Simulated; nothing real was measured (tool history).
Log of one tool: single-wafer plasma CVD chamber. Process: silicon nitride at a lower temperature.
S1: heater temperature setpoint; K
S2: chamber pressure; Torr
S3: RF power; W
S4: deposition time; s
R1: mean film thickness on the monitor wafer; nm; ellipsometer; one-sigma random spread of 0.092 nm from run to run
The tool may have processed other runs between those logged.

Run 1, day 0.000: S1 603.15 K, S2 1.25 Torr, S3 375 W, S4 16.5 s. Result: R1 22.255 nm.
Run 2, day 0.262: S1 603.15 K, S2 1.19 Torr, S3 375 W, S4 16.5 s. Result: R1 21.980 nm.
Run 3, day 0.554: S1 603.15 K, S2 1.19 Torr, S3 405 W, S4 16.5 s. Result: R1 22.929 nm.
Run 4, day 0.888: S1 603.15 K, S2 1.30 Torr, S3 405 W, S4 16.5 s. Result: R1 23.625 nm.
Run 5, day 0.938: S1 603.15 K, S2 1.30 Torr, S3 375 W, S4 16.5 s. Result: R1 22.282 nm.
At day 1.062: thermocouple changed; heater temperature recalibrated.
Run 6, day 1.062: S1 603.15 K, S2 1.19 Torr, S3 375 W, S4 16.5 s. Result: R1 21.875 nm.
Run 7, day 1.438: S1 603.15 K, S2 1.14 Torr, S3 375 W, S4 16.5 s. Result: R1 21.774 nm.
Run 8, day 1.521: S1 603.15 K, S2 0.91 Torr, S3 365 W, S4 16.5 s. Result: R1 20.210 nm.

Run 9 is up next; what results do you expect?
Run 9, day 1.600: S1 603.15 K, S2 0.93 Torr, S3 365 W, S4 16.5 s. Result: R1 ?.

Run 9 gave R1 20.219 nm.

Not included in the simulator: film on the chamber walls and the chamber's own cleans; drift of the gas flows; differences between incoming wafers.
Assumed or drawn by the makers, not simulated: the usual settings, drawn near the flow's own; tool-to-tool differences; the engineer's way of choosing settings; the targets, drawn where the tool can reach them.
